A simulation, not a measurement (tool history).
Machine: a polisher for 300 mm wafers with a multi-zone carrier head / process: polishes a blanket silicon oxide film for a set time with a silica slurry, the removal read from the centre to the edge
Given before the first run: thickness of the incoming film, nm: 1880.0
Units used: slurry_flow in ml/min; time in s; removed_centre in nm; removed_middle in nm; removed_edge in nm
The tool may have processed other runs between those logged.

| run | day | slurry_flow | centre_zone | middle_zone | edge_zone | slurry_solids | time | removed_centre | removed_middle | removed_edge |
|---|---|---|---|---|---|---|---|---|---|---|
| 1 | 0 | 290 | 1 | 1 | 1 | 1 | 44 | 126.72 | 125.42 | 131.36 |
| 2 | 0.175 | 290 | 1 | 1.04 | 1 | 1 | 44 | 128.06 | 131.83 | 131.75 |
| 3 | 0.208 | 290 | 0.99 | 1.02 | 0.98 | 0.95 | 44 | 125.52 | 128.81 | 123.89 |
| 4 | 0.288 | 285 | 0.98 | 0.99 | 0.99 | 0.9 | 44 | 118.32 | 120.75 | 124.1 |
| 5 | 0.596 | 285 | 0.97 | 0.97 | 0.98 | 0.85 | 44 | 114.51 | 114.76 | 120.43 |
| 6 | 0.912 | 285 | 0.97 | 0.97 | 0.9 | 0.85 | 44 | 114.18 | 114.98 | 116.78 |
| 7 | 1.225 | 285 | 0.97 | 0.96 | 0.9 | 0.8 | 44 | 113.47 | 110.2 | 113.01 |
| 8 | 1.55 | 285 | 0.96 | 0.95 | 0.89 | 0.75 | 44 | 107.38 | 106.49 | 109.86 |
| 9 | 1.633 | 285 | 0.96 | 0.94 | 0.88 | 0.7 | 44 | 103.06 | 101.65 | 104.53 |
| 10 | 1.754 | 285 | 0.96 | 0.93 | 0.88 | 0.7 | 44 | 102.14 | 99.099 | 102.95 |
| 11 | 1.842 | 285 | 0.95 | 0.92 | 0.87 | 0.7 | 44 | 103.22 | 100.55 | 102.86 |

What will run 12 give?
| 12 | 1.954 | 280 | 0.94 | 0.9 | 0.87 | 0.7 | 44 | ? | ? | ? |

removed_centre: 103.28 nm
removed_middle: 97.283 nm
removed_edge: 102.83 nm
